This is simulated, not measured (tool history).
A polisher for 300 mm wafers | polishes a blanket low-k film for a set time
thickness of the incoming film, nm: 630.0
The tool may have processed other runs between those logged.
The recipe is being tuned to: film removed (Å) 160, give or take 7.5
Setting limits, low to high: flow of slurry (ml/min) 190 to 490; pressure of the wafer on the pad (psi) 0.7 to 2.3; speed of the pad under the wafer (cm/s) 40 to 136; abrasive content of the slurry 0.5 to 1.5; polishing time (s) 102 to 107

run	hour	flow of slurry (ml/min)	pressure of the wafer on the pad (psi)	speed of the pad under the wafer (cm/s)	abrasive content of the slurry	polishing time (s)	film removed (Å)
1	0	315	1.5	88	1	102	257.75
2	6.6	315	1.4	88	1	102	251.17
3	7.5	315	1.4	80	1	102	224.36
4	13.4	315	1.3	80	1	102	217.74
5	21.9	315	1.3	70	1	102	190.81
6	29.9	315	1.2	70	1	102	180.57
7	34.2	315	1.1	70	1	102	166.35
8	36.9	315	1.1	70	1	102	174.21

5 candidate next runs follow, results not yet known. Just one meets every target within its allowed miss. Identify it.
A	39.6	410	0.9	86	1	104	?
B	39.6	315	1.2	60	1	102	?
C	39.6	245	1.1	72	1.05	107	?
D	39.6	355	1	80	1	106	?
E	39.6	400	1	74	1.1	107	?

move	film removed (Å)
A	175.6
B	156.27
C	180.2
D	180.16
E	181.19
A: the biggest miss grows against the last run
B: every result within its allowed miss
C: the biggest miss grows against the last run
D: the biggest miss grows against the last run
E: the biggest miss grows against the last run
So the answer is move B, the one that meets all the targets.
